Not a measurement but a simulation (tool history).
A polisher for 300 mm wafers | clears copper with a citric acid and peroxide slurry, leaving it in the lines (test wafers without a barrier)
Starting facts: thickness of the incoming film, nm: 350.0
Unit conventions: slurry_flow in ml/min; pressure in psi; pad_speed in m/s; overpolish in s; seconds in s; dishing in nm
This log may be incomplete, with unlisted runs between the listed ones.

run	hour	slurry_flow	pressure	pad_speed	slurry_solids	overpolish	seconds	dishing
1	0	280	3.9	0.84	1	19	155.69	28.501
2	6.5	280	3.9	0.84	1	16	158.76	24.618
3	13.6	280	3.5	0.84	1	16	173.82	22.168
4	18.1	280	3.1	0.84	1	16	197.52	20.51
5	25	280	2.9	0.84	1	15	210.05	17.97
6	26.9	280	2.9	0.84	1.15	15	205.86	17.647
7	28.6	280	2.7	0.84	1.15	15	219.78	16.874
8	33.5	280	2.6	0.84	1.15	15	228	16.723
9	35.1	280	2.5	0.84	1.15	15	229.85	15.862

What does the tool deliver on the next run?
10	40.3	280	2.4	0.84	1.15	15	?	?

seconds: 242.74 s
dishing: 15.462 nm

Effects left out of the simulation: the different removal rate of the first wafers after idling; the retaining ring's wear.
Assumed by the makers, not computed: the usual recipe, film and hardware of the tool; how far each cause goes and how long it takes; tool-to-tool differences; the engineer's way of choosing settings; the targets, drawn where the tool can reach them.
